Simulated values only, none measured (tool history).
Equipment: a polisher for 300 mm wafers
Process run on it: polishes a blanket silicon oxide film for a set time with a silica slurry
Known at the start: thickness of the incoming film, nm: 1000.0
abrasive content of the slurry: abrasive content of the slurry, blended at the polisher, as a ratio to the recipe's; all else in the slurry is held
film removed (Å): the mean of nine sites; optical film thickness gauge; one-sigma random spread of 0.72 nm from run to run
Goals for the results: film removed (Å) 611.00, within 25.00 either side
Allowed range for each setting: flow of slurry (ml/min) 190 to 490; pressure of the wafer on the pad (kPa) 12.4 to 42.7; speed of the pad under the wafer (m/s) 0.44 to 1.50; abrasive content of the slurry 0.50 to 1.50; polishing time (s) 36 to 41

run	day	flow of slurry (ml/min)	pressure of the wafer on the pad (kPa)	speed of the pad under the wafer (m/s)	abrasive content of the slurry	polishing time (s)	film removed (Å)
1	0.000	315	27.6	0.96	1.00	41	1257.00
2	0.246	315	22.8	0.88	1.00	41	984.58
3	0.296	315	19.3	0.84	1.00	41	812.61
4	0.667	315	17.2	0.84	1.00	41	738.27
5	0.708	315	21.4	0.84	1.00	41	920.84
6	1.067	315	18.6	0.82	1.00	41	762.56
7	1.417	315	17.2	0.82	1.00	41	705.89
8	1.517	315	16.5	0.82	1.00	41	689.84
9	1.883	315	15.9	0.82	1.00	41	659.82

Exercise: of the 5 proposed moves below, exactly one satisfies all targets within the stated allowed misses. Which move is it?
A	2.250	305	17.2	0.82	1.00	41	?
B	2.250	250	15.9	0.88	1.05	41	?
C	2.250	355	16.5	0.92	1.00	36	?
D	2.250	350	22.1	0.72	1.20	36	?
E	2.250	320	15.2	0.86	0.90	39	?

move	film removed (Å)
A	701.39
B	685.21
C	657.43
D	762.25
E	590.99
A: lands further from the targets than the last run did
B: lands further from the targets than the last run did
C: neither nearer nor further off than the last run
D: lands further from the targets than the last run did
E: hits every target within its allowed miss
Answer: E
